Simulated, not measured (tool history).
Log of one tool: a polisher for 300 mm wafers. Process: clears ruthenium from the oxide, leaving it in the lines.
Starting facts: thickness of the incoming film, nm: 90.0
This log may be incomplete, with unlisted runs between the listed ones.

run	day	flow of slurry (ml/min)	pressure of the wafer on the pad (psi)	speed of the pad under the wafer (m/s)	overpolish time after the end point (s)	time until the end point was called (s)
1	0	120	1.4	1.16	5	115.69
2	0.238	140	1.4	1.16	5	112.54
3	0.362	140	1.7	1.16	5	94.427
4	0.588	140	1.7	1.16	5	96.658
5	0.788	140	1.5	1.14	5	108.26
6	0.85	140	1.4	1.12	5	117.77
# day 1.171: worn pad replaced by a new one
7	1.171	140	1.3	1.12	5	115.48

Run 8, settings as shown, results not yet in. Your forecast:
8	1.192	130	1.2	1.1	5	?

Run 8 yielded time until the end point was called (s) 126.6.
